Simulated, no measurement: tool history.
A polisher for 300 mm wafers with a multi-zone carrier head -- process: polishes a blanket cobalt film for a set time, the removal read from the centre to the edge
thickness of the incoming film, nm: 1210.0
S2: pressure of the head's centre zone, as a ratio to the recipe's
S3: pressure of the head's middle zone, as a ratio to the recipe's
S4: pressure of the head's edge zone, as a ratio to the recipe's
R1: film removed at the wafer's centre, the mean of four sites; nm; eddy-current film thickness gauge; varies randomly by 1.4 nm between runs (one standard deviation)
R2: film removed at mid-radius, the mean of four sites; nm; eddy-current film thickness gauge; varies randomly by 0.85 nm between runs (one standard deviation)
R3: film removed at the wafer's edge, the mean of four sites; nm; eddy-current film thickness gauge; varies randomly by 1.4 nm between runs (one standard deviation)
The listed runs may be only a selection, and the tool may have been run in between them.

run 1 hour=0.0 | flow_of_slurry_(ml/min)=190 S2=1.00 S3=1.00 S4=1.00 polishing_time_(s)=32 | R1=213.58 R2=197.29 R3=196.98
run 2 hour=2.3 | flow_of_slurry_(ml/min)=175 S2=1.00 S3=1.00 S4=1.00 polishing_time_(s)=32 | R1=214.07 R2=194.30 R3=196.61
run 3 hour=7.6 | flow_of_slurry_(ml/min)=175 S2=1.00 S3=0.95 S4=1.00 polishing_time_(s)=32 | R1=210.48 R2=186.30 R3=193.79
run 4 hour=9.6 | flow_of_slurry_(ml/min)=165 S2=0.97 S3=0.92 S4=1.02 polishing_time_(s)=31 | R1=197.13 R2=173.83 R3=192.66
run 5 hour=14.9 | flow_of_slurry_(ml/min)=160 S2=0.94 S3=0.90 S4=1.01 polishing_time_(s)=30 | R1=186.76 R2=165.75 R3=181.58
-- hour=23.7 centre zone pressure recalibrated
run 6 hour=23.7 | flow_of_slurry_(ml/min)=155 S2=0.92 S3=0.88 S4=1.03 polishing_time_(s)=29 | R1=164.49 R2=155.89 R3=176.69
run 7 hour=25.0 | flow_of_slurry_(ml/min)=150 S2=0.92 S3=0.87 S4=1.03 polishing_time_(s)=28 | R1=153.98 R2=148.09 R3=171.04

Forecast run 8:
run 8 hour=31.5 | flow_of_slurry_(ml/min)=120 S2=0.94 S3=0.81 S4=1.02 polishing_time_(s)=26 | R1=? R2=? R3=?

R1: 144.05 nm
R2: 123.05 nm
R3: 155.60 nm

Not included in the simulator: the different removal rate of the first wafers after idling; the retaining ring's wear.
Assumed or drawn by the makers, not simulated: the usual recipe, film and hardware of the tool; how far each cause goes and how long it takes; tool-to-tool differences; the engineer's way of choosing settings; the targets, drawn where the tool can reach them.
